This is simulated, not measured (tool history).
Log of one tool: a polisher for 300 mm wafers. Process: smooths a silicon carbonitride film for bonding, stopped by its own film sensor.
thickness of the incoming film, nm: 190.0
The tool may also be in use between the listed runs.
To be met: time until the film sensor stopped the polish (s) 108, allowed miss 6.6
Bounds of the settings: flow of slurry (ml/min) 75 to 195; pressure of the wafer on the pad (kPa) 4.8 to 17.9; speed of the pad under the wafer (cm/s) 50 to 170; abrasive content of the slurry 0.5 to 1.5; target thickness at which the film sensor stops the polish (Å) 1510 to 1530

| run | hour | flow of slurry (ml/min) | pressure of the wafer on the pad (kPa) | speed of the pad under the wafer (cm/s) | abrasive content of the slurry | target thickness at which the film sensor stops the polish (Å) | time until the film sensor stopped the polish (s) |
|---|---|---|---|---|---|---|---|
| 1 | 0 | 125 | 11 | 110 | 1 | 1530 | 137.46 |
| 2 | 3.1 | 125 | 11 | 110 | 1 | 1530 | 137.05 |
| 3 | 4.6 | 125 | 11.7 | 110 | 1 | 1530 | 129.56 |
| 4 | 11.5 | 125 | 11.7 | 110 | 0.8 | 1530 | 137.89 |
| 5 | 13 | 125 | 12.4 | 110 | 0.8 | 1530 | 136.97 |
| 6 | 19.8 | 125 | 12.4 | 98 | 0.8 | 1530 | 145.78 |
| 7 | 27.5 | 125 | 13.1 | 100 | 0.8 | 1530 | 131.55 |
| 8 | 31.9 | 125 | 13.8 | 100 | 0.8 | 1530 | 132.55 |
| 9 | 37.2 | 125 | 14.5 | 102 | 0.8 | 1530 | 120.8 |

Which of these 5 next moves meets every target?
| A | 42.5 | 130 | 13.8 | 82 | 0.8 | 1530 | ? |
| B | 42.5 | 155 | 12.4 | 90 | 0.85 | 1530 | ? |
| C | 42.5 | 110 | 15.2 | 128 | 0.55 | 1530 | ? |
| D | 42.5 | 140 | 14.5 | 106 | 0.8 | 1510 | ? |
| E | 42.5 | 110 | 13.8 | 126 | 0.9 | 1530 | ? |

| move | time until the film sensor stopped the polish (s) |
|---|---|
| A | 143.77 |
| B | 142.72 |
| C | 126.2 |
| D | 123.8 |
| E | 112 |
A: further off than the last run
B: further off than the last run
C: further off than the last run
D: further off than the last run
E: meets every target
The right move is E.
